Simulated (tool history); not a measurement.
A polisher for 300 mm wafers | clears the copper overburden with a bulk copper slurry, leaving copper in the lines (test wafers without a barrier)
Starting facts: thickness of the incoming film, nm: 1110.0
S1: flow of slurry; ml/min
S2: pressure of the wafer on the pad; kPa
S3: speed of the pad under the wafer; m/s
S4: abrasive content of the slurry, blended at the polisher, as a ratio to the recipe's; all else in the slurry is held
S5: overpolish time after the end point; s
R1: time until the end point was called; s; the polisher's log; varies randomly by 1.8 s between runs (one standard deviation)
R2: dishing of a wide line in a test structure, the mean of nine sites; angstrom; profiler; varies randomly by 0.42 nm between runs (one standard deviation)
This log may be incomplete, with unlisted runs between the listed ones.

run,hour,S1,S2,S3,S4,S5,R1,R2
1,0,220,17.9,1.18,1,16,127.26,612.32
2,7.2,200,17.9,1.18,1,16,124.81,603.38
3,8.9,190,16.5,1.24,1,15,129.56,567.77
4,13.8,185,15.9,1.32,1,14,128.36,568.85
# hour 22.6: worn pad replaced by a new one
5,22.6,185,15.9,1.32,1,20,115.08,689.45
6,23.7,180,15.2,1.36,1.05,18,115.74,641.78
7,27.1,175,14.5,1.38,1.1,16,117.48,632.76
8,30.6,170,15.2,1.4,1.05,15,115.46,597.27
9,37.2,165,14.5,1.46,1,14,114.51,608.87
10,38,160,15.9,1.36,1.05,13,112.79,581.8
11,41.4,155,16.5,1.26,1.1,12,120.52,546.16
12,41.9,150,17.2,1.2,1.15,11,119.73,513.02
13,47.1,150,17.9,1.12,1.2,10,125.7,467.52
14,54.2,210,22.8,0.78,1.45,5,137.26,264.57
15,57.5,205,23.4,0.78,1.45,5,133.61,266.52

Expected results for the next run?
16,62.7,205,24.1,0.78,1.45,5,?,?

R1: 133.76 s
R2: 278.58 angstrom

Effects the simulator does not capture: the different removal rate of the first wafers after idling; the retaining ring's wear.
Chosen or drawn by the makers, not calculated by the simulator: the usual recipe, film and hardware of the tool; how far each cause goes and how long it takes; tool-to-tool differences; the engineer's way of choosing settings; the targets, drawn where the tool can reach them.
